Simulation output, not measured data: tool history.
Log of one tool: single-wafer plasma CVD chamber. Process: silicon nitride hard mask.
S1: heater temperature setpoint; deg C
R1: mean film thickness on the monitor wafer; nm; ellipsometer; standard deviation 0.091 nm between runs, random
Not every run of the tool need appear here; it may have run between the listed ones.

{"run": 1, "hour": 0.0, "S1": 395, "chamber pressure (mTorr)": 2060, "RF power (kW)": 0.395, "deposition time (s)": 27.8, "R1": 39.396}
{"run": 2, "hour": 4.8, "S1": 395, "chamber pressure (mTorr)": 2220, "RF power (kW)": 0.395, "deposition time (s)": 27.8, "R1": 40.655}
{"run": 3, "hour": 9.4, "S1": 395, "chamber pressure (mTorr)": 2560, "RF power (kW)": 0.395, "deposition time (s)": 27.8, "R1": 42.515}
{"run": 4, "hour": 14.5, "S1": 395, "chamber pressure (mTorr)": 2560, "RF power (kW)": 0.345, "deposition time (s)": 27.8, "R1": 39.267}
{"run": 5, "hour": 18.6, "S1": 395, "chamber pressure (mTorr)": 2490, "RF power (kW)": 0.34, "deposition time (s)": 27.8, "R1": 38.603}
{"run": 6, "hour": 26.6, "S1": 395, "chamber pressure (mTorr)": 2490, "RF power (kW)": 0.34, "deposition time (s)": 26.4, "R1": 36.672}
{"run": 7, "hour": 29.8, "S1": 395, "chamber pressure (mTorr)": 2460, "RF power (kW)": 0.34, "deposition time (s)": 26.4, "R1": 36.505}

Run 8, settings as shown, results not yet in. Your forecast:
{"run": 8, "hour": 30.5, "S1": 395, "chamber pressure (mTorr)": 2460, "RF power (kW)": 0.34, "deposition time (s)": 26.4, "R1": "?"}

Run 8 produced R1 36.464 nm.
